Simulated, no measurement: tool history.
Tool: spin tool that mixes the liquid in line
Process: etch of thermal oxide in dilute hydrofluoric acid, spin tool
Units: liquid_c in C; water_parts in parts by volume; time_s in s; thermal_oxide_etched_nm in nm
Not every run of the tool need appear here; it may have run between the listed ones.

run  hour  liquid_c  water_parts  time_s  thermal_oxide_etched_nm
  1   0.0      21.0          295     285                   3.3180
  2   6.4      21.0          205     285                   5.3047
  3  10.0      20.5          225     285                   4.4710
  4  15.0      20.5          305     285                   3.1368
  5  22.3      20.5          305     285                   3.0835
  6  30.3      20.5          305     305                   3.3905
  7  35.6      20.0          315     305                   3.1301
  8  40.4      19.5          320     305                   3.0528
  9  41.5      19.5          325     305                   2.9721

Estimate the outcome of run 10 from the log above:
 10  47.0      19.5          330     305                        ?

For run 10 the tool returned thermal_oxide_etched_nm 2.8944 nm.

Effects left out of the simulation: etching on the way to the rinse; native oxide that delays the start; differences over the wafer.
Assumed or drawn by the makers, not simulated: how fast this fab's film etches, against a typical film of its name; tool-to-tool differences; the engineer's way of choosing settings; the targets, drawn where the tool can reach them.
